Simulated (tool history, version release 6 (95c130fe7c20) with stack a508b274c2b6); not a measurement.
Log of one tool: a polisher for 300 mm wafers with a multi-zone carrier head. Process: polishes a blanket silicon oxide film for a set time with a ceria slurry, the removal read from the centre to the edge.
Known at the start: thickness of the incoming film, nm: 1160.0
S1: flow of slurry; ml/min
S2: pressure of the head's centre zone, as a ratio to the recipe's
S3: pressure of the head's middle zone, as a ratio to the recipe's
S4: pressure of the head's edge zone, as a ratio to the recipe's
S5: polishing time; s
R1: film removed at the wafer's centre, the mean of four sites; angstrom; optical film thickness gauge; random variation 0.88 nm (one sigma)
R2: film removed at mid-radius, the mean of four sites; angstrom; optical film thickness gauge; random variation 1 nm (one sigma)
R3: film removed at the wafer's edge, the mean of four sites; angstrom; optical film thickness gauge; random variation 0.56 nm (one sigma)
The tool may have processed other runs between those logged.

run  hour   S1    S2    S3    S4  S5      R1      R2      R3
  1     0  235     1     1     1  33  1220.7  1194.7  1208.8
  2   3.2  235     1  0.95     1  33  1219.5  1118.8  1213.6
  3   5.5  235  1.05  0.95     1  33  1266.6  1132.4  1233.3
  4  13.2  235  1.05  0.95  0.96  33  1305.3  1136.8  1220.1
  5  17.7  235  1.05  1.01  0.96  33    1276  1197.5  1197.5
  6  18.6  230  1.04  1.01  0.95  32  1238.3  1171.6    1151
  7  24.4  225  1.02     1  0.94  31  1165.5  1092.2  1110.7

For run 8, what comes out?
  8  33.1  225  1.02   1  0.94  31   ?   ?   ?

R1: 1162.2 angstrom
R2: 1117.4 angstrom
R3: 1125.2 angstrom

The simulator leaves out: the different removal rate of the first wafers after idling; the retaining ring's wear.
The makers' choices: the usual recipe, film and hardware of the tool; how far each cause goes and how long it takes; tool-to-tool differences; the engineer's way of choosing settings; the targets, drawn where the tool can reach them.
